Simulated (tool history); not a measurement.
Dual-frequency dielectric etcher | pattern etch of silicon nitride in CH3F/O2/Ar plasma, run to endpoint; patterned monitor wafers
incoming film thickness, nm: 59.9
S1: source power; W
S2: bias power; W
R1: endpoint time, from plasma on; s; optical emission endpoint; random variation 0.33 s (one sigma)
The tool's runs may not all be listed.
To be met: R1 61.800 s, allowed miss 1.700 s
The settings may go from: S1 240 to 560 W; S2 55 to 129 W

Run 1, hour 0.0: S1 400 W, S2 92 W. Result: R1 71.717 s.
Run 2, hour 1.9: S1 400 W, S2 84 W. Result: R1 74.089 s.
Run 3, hour 8.2: S1 360 W, S2 84 W. Result: R1 77.481 s.
Run 4, hour 9.1: S1 360 W, S2 71 W. Result: R1 81.536 s.
Run 5, hour 14.6: S1 360 W, S2 58 W. Result: R1 85.081 s.
Run 6, hour 19.5: S1 290 W, S2 58 W. Result: R1 94.476 s.
Run 7, hour 26.3: S1 340 W, S2 62 W. Result: R1 86.700 s.
Run 8, hour 35.0: S1 380 W, S2 66 W. Result: R1 81.595 s.
Run 9, hour 40.0: S1 460 W, S2 84 W. Result: R1 69.398 s.
Run 10, hour 41.6: S1 480 W, S2 85 W. Result: R1 68.192 s.
Run 11, hour 43.2: S1 490 W, S2 87 W. Result: R1 67.058 s.
Run 12, hour 51.2: S1 500 W, S2 88 W. Result: R1 66.573 s.
Run 13, hour 57.0: S1 510 W, S2 90 W. Result: R1 65.467 s.
Run 14, hour 58.2: S1 520 W, S2 91 W. Result: R1 64.817 s.
Run 15, hour 61.8: S1 530 W, S2 92 W. Result: R1 64.141 s.

4 next moves are on the table. One of them brings every result within its allowed miss. Which?
Run A, hour 65.4: S1 520 W, S2 91 W. Result: R1 ?.
Run B, hour 65.4: S1 470 W, S2 95 W. Result: R1 ?.
Run C, hour 65.4: S1 540 W, S2 104 W. Result: R1 ?.
Run D, hour 65.4: S1 520 W, S2 88 W. Result: R1 ?.

move      R1
   A  65.137
   B  67.154
   C  61.722
   D  65.745
A: further off than the last run
B: further off than the last run
C: meets every target
D: further off than the last run
The right move is C.

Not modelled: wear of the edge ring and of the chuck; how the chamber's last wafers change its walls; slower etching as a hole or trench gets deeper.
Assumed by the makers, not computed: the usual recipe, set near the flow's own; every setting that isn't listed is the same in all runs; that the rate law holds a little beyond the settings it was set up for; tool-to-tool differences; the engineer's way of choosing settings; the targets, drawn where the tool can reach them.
